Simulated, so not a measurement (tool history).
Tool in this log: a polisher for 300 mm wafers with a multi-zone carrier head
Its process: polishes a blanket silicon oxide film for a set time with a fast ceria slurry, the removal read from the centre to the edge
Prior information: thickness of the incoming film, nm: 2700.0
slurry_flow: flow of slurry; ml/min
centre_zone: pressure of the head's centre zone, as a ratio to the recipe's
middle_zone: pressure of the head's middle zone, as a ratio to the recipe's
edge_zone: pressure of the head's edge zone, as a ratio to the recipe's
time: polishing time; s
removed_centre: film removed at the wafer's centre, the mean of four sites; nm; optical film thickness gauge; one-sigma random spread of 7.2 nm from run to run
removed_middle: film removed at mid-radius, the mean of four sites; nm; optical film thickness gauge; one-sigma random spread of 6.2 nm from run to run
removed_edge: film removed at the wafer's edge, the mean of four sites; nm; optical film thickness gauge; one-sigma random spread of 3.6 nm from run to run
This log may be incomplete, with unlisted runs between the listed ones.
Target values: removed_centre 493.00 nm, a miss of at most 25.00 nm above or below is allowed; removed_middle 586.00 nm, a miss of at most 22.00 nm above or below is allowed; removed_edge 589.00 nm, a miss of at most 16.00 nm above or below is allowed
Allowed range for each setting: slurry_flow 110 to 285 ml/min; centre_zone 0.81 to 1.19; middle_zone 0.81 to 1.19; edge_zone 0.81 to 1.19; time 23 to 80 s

run 1 hour=0.0 | slurry_flow=180 centre_zone=1.00 middle_zone=1.00 edge_zone=1.00 time=51 | removed_centre=769.99 removed_middle=767.72 removed_edge=760.20
run 2 hour=1.2 | slurry_flow=180 centre_zone=1.00 middle_zone=1.07 edge_zone=1.00 time=51 | removed_centre=750.86 removed_middle=794.61 removed_edge=760.62
run 3 hour=6.8 | slurry_flow=180 centre_zone=1.00 middle_zone=1.07 edge_zone=0.92 time=51 | removed_centre=755.09 removed_middle=803.69 removed_edge=733.24
run 4 hour=10.3 | slurry_flow=175 centre_zone=0.98 middle_zone=1.06 edge_zone=0.93 time=50 | removed_centre=717.50 removed_middle=788.95 removed_edge=714.77
run 5 hour=17.9 | slurry_flow=175 centre_zone=0.98 middle_zone=1.14 edge_zone=0.93 time=50 | removed_centre=715.05 removed_middle=835.53 removed_edge=717.15
run 6 hour=24.9 | slurry_flow=170 centre_zone=0.96 middle_zone=1.12 edge_zone=0.94 time=49 | removed_centre=680.34 removed_middle=776.46 removed_edge=701.05
run 7 hour=28.2 | slurry_flow=125 centre_zone=0.86 middle_zone=1.05 edge_zone=0.89 time=42 | removed_centre=489.55 removed_middle=606.31 removed_edge=551.11
run 8 hour=29.1 | slurry_flow=125 centre_zone=0.86 middle_zone=1.04 edge_zone=0.90 time=42 | removed_centre=491.41 removed_middle=605.54 removed_edge=551.91
run 9 hour=37.3 | slurry_flow=125 centre_zone=0.86 middle_zone=1.03 edge_zone=0.91 time=42 | removed_centre=499.18 removed_middle=599.16 removed_edge=565.25

Next run, 4 choices. One meets every target within its allowed miss, the rest don't. Which?
run A hour=45.5 | slurry_flow=110 centre_zone=0.89 middle_zone=1.04 edge_zone=1.02 time=43 | removed_centre=? removed_middle=? removed_edge=?
run B hour=45.5 | slurry_flow=110 centre_zone=0.94 middle_zone=1.09 edge_zone=0.92 time=41 | removed_centre=? removed_middle=? removed_edge=?
run C hour=45.5 | slurry_flow=140 centre_zone=0.92 middle_zone=1.05 edge_zone=0.90 time=40 | removed_centre=? removed_middle=? removed_edge=?
run D hour=45.5 | slurry_flow=150 centre_zone=0.89 middle_zone=1.05 edge_zone=0.89 time=40 | removed_centre=? removed_middle=? removed_edge=?

move=A removed_centre=499.09 removed_middle=598.88 removed_edge=596.12
move=B removed_centre=503.01 removed_middle=593.31 removed_edge=540.83
move=C removed_centre=516.90 removed_middle=598.90 removed_edge=546.71
move=D removed_centre=508.68 removed_middle=608.26 removed_edge=549.95
A: in spec on every target
B: its largest miss is bigger than the last run's
C: its largest miss is bigger than the last run's
D: its largest miss is bigger than the last run's
Move A is the one to make.

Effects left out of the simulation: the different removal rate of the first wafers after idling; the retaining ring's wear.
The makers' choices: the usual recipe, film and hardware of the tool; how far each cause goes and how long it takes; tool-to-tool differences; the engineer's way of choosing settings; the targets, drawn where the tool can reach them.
